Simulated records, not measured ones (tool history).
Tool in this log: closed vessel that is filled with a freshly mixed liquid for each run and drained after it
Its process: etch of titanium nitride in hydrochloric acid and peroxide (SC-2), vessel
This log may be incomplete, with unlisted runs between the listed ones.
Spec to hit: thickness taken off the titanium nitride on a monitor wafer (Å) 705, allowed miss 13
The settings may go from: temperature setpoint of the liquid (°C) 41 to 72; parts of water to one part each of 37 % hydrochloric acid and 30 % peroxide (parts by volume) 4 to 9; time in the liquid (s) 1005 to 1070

run	hour	temperature setpoint of the liquid (°C)	parts of water to one part each of 37 % hydrochloric acid and 30 % peroxide (parts by volume)	time in the liquid (s)	thickness taken off the titanium nitride on a monitor wafer (Å)
1	0	57	5	1005	470.82
2	7.6	52	5	1005	339.22
3	10	53.5	5	1005	374.35
4	17.5	54.5	5	1005	398.09
5	26.7	54.5	5	1005	395.91
6	28.3	54.5	4	1005	465.32
7	33.5	55.5	4	1005	502.63
8	42.6	56	4	1005	516.12
9	46.1	56.5	4	1005	532.51
10	55	57	4	1005	548.67
11	62.9	57.5	4	1005	571.12
12	65.9	58	4	1005	579.56
13	68.6	58.5	4	1005	603.57
14	70.7	59	4	1005	617.28
15	74.3	59.5	4	1005	637.18
16	76	60.5	4	1005	680.29

Pick the move, out of 5, that brings all results within their allowed miss; only one does.
A	77.7	62.5	4.5	1040	?
B	77.7	62	4.5	1030	?
C	77.7	59.5	4	1015	?
D	77.7	60.5	4	1070	?
E	77.7	63.5	5	1060	?

move	thickness taken off the titanium nitride on a monitor wafer (Å)
A	736.4
B	707.1
C	645.75
D	724.81
E	741.25
A: pushes the last run's worst result past its target
B: each result inside its tolerance
C: lands further from the targets than the last run did
D: pushes the last run's worst result past its target
E: pushes the last run's worst result past its target
The right move is B.
